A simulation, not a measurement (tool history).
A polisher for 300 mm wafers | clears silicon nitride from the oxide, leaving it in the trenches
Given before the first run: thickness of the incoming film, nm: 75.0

| run | day | flow of slurry (ml/min) | pressure of the wafer on the pad (psi) | speed of the pad under the wafer (cm/s) | overpolish time after the end point (s) | time until the end point was called (s) |
|---|---|---|---|---|---|---|
| 1 | 0.000 | 140 | 3.0 | 106 | 29 | 73.963 |
| 2 | 0.179 | 140 | 3.0 | 106 | 31 | 74.305 |
| 3 | 0.467 | 135 | 2.7 | 106 | 31 | 79.956 |
| 4 | 0.812 | 135 | 2.7 | 106 | 29 | 80.359 |
| 5 | 1.062 | 130 | 2.4 | 106 | 29 | 87.183 |
| 6 | 1.088 | 130 | 2.0 | 106 | 29 | 97.894 |

Expected results for the next run?
| 7 | 1.396 | 130 | 1.9 | 106 | 29 | ? |

{"run 7": {"time until the end point was called (s)": 101.25}}
